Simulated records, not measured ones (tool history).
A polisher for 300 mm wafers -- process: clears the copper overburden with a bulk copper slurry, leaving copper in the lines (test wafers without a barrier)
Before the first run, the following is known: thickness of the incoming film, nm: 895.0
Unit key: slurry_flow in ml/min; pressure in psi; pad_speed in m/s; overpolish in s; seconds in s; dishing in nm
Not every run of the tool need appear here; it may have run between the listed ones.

| run | hour | slurry_flow | pressure | pad_speed | slurry_solids | overpolish | seconds | dishing |
|---|---|---|---|---|---|---|---|---|
| 1 | 0 | 255 | 3.3 | 0.94 | 1 | 13 | 79.554 | 50.535 |
| 2 | 1.8 | 255 | 3.6 | 0.96 | 1 | 12 | 72.026 | 52.423 |
| 3 | 9.6 | 255 | 3.6 | 0.78 | 1 | 12 | 88.925 | 49.226 |
| 4 | 14.8 | 285 | 3.6 | 0.78 | 1 | 12 | 87.402 | 45.685 |
| 5 | 17.4 | 250 | 3.6 | 0.78 | 1 | 12 | 89.313 | 47.113 |
| 6 | 19.4 | 250 | 3.6 | 0.64 | 1 | 12 | 107.51 | 44.999 |
| 7 | 23.9 | 260 | 3.9 | 0.7 | 1 | 12 | 92.225 | 48.62 |
| 8 | 25.1 | 270 | 4.1 | 0.76 | 1 | 11 | 78.433 | 48.918 |
| 9 | 32.4 | 315 | 5.1 | 1 | 1.05 | 12 | 48.866 | 58.487 |
| 10 | 37.5 | 315 | 5.1 | 1.02 | 1.05 | 12 | 48.073 | 55.231 |
| 11 | 40 | 315 | 5.1 | 1.04 | 1.05 | 12 | 46.869 | 54.708 |
| 12 | 46.9 | 315 | 5.1 | 1.06 | 1.05 | 12 | 45.776 | 56.244 |
| 13 | 49.8 | 315 | 5.1 | 1.08 | 1.05 | 12 | 44.949 | 56.584 |

Run 14 comes next. What will it give?
| 14 | 53 | 315 | 5.2 | 1.12 | 1.05 | 12 | ? | ? |

{"run 14": {"seconds": 43.019, "dishing": 57.962}}
